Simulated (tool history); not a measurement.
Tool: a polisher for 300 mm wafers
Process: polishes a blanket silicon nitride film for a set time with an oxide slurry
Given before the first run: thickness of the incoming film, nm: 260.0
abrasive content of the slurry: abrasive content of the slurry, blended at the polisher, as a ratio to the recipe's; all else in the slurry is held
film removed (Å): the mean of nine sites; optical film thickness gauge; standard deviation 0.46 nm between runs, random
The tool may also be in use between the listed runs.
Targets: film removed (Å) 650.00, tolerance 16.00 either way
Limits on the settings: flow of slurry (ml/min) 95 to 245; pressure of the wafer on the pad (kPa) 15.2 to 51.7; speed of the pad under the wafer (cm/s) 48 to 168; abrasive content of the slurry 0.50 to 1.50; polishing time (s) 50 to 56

run	day	flow of slurry (ml/min)	pressure of the wafer on the pad (kPa)	speed of the pad under the wafer (cm/s)	abrasive content of the slurry	polishing time (s)	film removed (Å)
1	0.000	155	33.1	108	1.00	56	582.01
2	0.375	155	28.3	108	1.00	56	500.76
3	0.608	175	28.3	108	1.00	56	501.87
4	0.958	175	31.0	108	1.00	56	545.65
5	1.138	175	33.1	108	1.00	56	588.80
6	1.446	175	33.8	108	1.00	56	602.10
7	1.775	175	34.5	108	1.00	56	619.60
8	2.088	180	35.2	108	1.00	56	620.63

Next run, 4 choices. One meets every target within its allowed miss, the rest don't. Which?
A	2.400	175	37.2	118	0.95	56	?
B	2.400	205	41.4	98	0.90	56	?
C	2.400	180	37.2	110	0.90	56	?
D	2.400	205	40.7	94	1.15	55	?

move	film removed (Å)
A	681.02
B	690.71
C	650.00
D	701.05
A: pushes the last run's worst result past its target
B: pushes the last run's worst result past its target
C: meets every target
D: pushes the last run's worst result past its target
Correct choice: C, which meets every target
